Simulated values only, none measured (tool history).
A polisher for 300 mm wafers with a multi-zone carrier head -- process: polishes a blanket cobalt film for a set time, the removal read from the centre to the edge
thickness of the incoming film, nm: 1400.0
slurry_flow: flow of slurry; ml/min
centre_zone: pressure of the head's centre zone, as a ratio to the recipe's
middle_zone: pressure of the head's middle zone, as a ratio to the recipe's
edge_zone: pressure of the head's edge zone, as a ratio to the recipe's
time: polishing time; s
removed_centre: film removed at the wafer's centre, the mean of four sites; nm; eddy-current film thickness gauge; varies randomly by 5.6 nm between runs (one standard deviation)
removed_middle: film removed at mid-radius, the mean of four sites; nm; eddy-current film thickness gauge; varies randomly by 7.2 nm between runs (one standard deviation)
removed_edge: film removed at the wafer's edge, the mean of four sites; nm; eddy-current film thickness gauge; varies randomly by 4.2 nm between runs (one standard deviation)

run  hour  slurry_flow  centre_zone  middle_zone  edge_zone  time  removed_centre  removed_middle  removed_edge
  1   0.0          215         1.00         1.00       1.00    62          307.36          300.76        298.13
  2   3.8          225         1.02         1.03       1.00    65          338.88          317.36        312.40
  3   9.5          225         1.02         1.03       1.08    65          332.14          319.64        326.89
  4  15.0          225         1.02         0.98       1.08    65          326.87          320.57        329.91
  5  22.8          240         1.00         1.02       1.03    69          349.78          353.95        343.63
  6  31.4          240         1.00         0.97       1.03    69          343.91          335.23        347.75
  7  33.8          240         1.00         0.97       1.03    69          348.56          334.21        344.09

For run 8, what comes out?
  8  41.6          250         1.00         1.01       1.01    71               ?               ?             ?

removed_centre: 362.50 nm
removed_middle: 359.66 nm
removed_edge: 348.95 nm

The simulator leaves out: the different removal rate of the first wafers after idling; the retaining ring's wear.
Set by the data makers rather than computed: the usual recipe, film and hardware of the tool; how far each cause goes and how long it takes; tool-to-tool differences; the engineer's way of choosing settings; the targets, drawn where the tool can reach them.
